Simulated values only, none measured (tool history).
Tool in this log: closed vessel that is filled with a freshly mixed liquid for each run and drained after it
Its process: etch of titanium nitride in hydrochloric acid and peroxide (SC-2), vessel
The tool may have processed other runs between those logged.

| run | hour | temperature setpoint of the liquid (°C) | parts of water to one part each of 37 % hydrochloric acid and 30 % peroxide (parts by volume) | time in the liquid (s) | thickness taken off the titanium nitride on a monitor wafer (Å) |
|---|---|---|---|---|---|
| 1 | 0 | 52 | 10.5 | 350 | 110.37 |
| 2 | 4.9 | 52.5 | 10.5 | 350 | 113.32 |
| 3 | 10.2 | 53 | 10.5 | 350 | 119.66 |
| 4 | 14.3 | 47.5 | 10.5 | 350 | 82.241 |
| 5 | 18.3 | 49 | 10.5 | 350 | 90.883 |
| 6 | 20.7 | 50.5 | 10.5 | 350 | 100.34 |
| 7 | 26 | 51.5 | 10.5 | 350 | 107.1 |

The next listed run, before its measurement:
| 8 | 28.6 | 52 | 10.5 | 350 | ? |

thickness taken off the titanium nitride on a monitor wafer (Å): 109.05

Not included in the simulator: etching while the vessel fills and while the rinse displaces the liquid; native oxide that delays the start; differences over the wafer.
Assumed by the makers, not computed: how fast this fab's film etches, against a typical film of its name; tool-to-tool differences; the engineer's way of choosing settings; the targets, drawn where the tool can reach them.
